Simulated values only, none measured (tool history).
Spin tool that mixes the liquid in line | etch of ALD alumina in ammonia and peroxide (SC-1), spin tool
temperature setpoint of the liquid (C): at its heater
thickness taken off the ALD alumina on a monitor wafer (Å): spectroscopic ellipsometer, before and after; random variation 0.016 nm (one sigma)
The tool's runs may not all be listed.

run	day	temperature setpoint of the liquid (C)	parts of 29 % ammonia solution to one part of 30 % peroxide (parts by volume)	time under the liquid (s)	thickness taken off the ALD alumina on a monitor wafer (Å)
1	0.000	47.0	0.9	30	23.400
2	0.229	48.5	0.9	30	25.401
3	0.292	50.0	0.9	30	27.623
4	0.508	51.0	0.9	30	29.164
5	0.679	52.0	0.9	30	30.894
6	0.971	52.0	0.9	30	30.991
7	1.288	52.5	0.9	30	31.818
8	1.417	53.0	0.9	30	32.690

What does the tool deliver on the next run?
9	1.758	53.5	0.9	30	?

thickness taken off the ALD alumina on a monitor wafer (Å): 33.482
